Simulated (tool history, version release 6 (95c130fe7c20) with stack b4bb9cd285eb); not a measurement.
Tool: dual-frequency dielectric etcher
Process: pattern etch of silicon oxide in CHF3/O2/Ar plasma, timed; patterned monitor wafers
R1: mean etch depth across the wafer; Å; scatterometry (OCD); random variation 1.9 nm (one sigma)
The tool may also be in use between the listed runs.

Run 1, hour 0.0: source power (kW) 0.580, bias power (kW) 0.161, etch time (s) 222.5. Result: R1 4436.6 Å.
Run 2, hour 1.3: source power (kW) 0.630, bias power (kW) 0.161, etch time (s) 222.5. Result: R1 4640.0 Å.
Run 3, hour 7.7: source power (kW) 0.570, bias power (kW) 0.161, etch time (s) 222.5. Result: R1 4462.5 Å.
Run 4, hour 9.2: source power (kW) 0.550, bias power (kW) 0.157, etch time (s) 222.0. Result: R1 4391.0 Å.
Run 5, hour 13.3: source power (kW) 0.530, bias power (kW) 0.152, etch time (s) 221.0. Result: R1 4241.8 Å.
Run 6, hour 18.8: source power (kW) 0.510, bias power (kW) 0.150, etch time (s) 221.0. Result: R1 4148.1 Å.

Forecast run 7:
Run 7, hour 24.2: source power (kW) 0.490, bias power (kW) 0.149, etch time (s) 221.0. Result: R1 ?.

R1: 4076.7 Å
